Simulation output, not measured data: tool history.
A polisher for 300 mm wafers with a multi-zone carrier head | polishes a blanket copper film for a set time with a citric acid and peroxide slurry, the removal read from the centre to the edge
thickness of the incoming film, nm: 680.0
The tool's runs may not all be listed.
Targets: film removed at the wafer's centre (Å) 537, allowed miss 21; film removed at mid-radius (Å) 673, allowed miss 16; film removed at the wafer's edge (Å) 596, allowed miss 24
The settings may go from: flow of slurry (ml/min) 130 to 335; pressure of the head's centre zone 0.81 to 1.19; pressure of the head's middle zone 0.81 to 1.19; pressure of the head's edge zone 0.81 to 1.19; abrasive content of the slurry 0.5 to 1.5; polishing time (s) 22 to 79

| run | hour | flow of slurry (ml/min) | pressure of the head's centre zone | pressure of the head's middle zone | pressure of the head's edge zone | abrasive content of the slurry | polishing time (s) | film removed at the wafer's centre (Å) | film removed at mid-radius (Å) | film removed at the wafer's edge (Å) |
|---|---|---|---|---|---|---|---|---|---|---|
| 1 | 0 | 215 | 1 | 1 | 1 | 1 | 50 | 1127.1 | 1159.2 | 1164.5 |
| 2 | 2.4 | 210 | 0.97 | 1.01 | 0.96 | 0.9 | 45 | 982 | 1018.9 | 1013.9 |
| 3 | 5.1 | 210 | 0.97 | 1.01 | 1.03 | 0.9 | 45 | 968.31 | 1011.9 | 1050 |
| 4 | 11.3 | 205 | 0.94 | 1.04 | 0.99 | 0.8 | 40 | 816.6 | 906.33 | 907.79 |
| 5 | 16.7 | 205 | 0.94 | 0.98 | 0.99 | 0.8 | 40 | 801.3 | 869.13 | 895.11 |
| 6 | 21.2 | 205 | 0.94 | 0.98 | 1.05 | 0.8 | 40 | 826.71 | 857.56 | 906.14 |
| 7 | 23.1 | 215 | 0.93 | 1.01 | 0.99 | 0.75 | 36 | 713.55 | 788.38 | 807.49 |
| 8 | 24.3 | 215 | 0.93 | 1.04 | 0.95 | 0.7 | 34 | 683.54 | 759.52 | 730.43 |

5 next moves are on the table. One of them brings every result within its allowed miss. Which?
| A | 25.5 | 225 | 1.02 | 0.97 | 1.02 | 0.6 | 45 | ? | ? | ? |
| B | 25.5 | 170 | 0.9 | 1.15 | 0.94 | 1.05 | 27 | ? | ? | ? |
| C | 25.5 | 235 | 0.9 | 0.98 | 0.95 | 0.6 | 33 | ? | ? | ? |
| D | 25.5 | 190 | 0.82 | 0.91 | 1.06 | 0.85 | 35 | ? | ? | ? |
| E | 25.5 | 210 | 0.83 | 1.19 | 0.85 | 0.65 | 28 | ? | ? | ? |

| move | film removed at the wafer's centre (Å) | film removed at mid-radius (Å) | film removed at the wafer's edge (Å) |
|---|---|---|---|
| A | 947.29 | 920.59 | 974.65 |
| B | 543.59 | 677.56 | 602.25 |
| C | 633.46 | 685.44 | 693.82 |
| D | 642.79 | 705.6 | 808.44 |
| E | 503.78 | 685.57 | 559.1 |
A: further off than the last run
B: meets every target
C: nearer than the last run, and not there yet
D: further off than the last run
E: takes the result that was furthest off past its target
The right move is B.
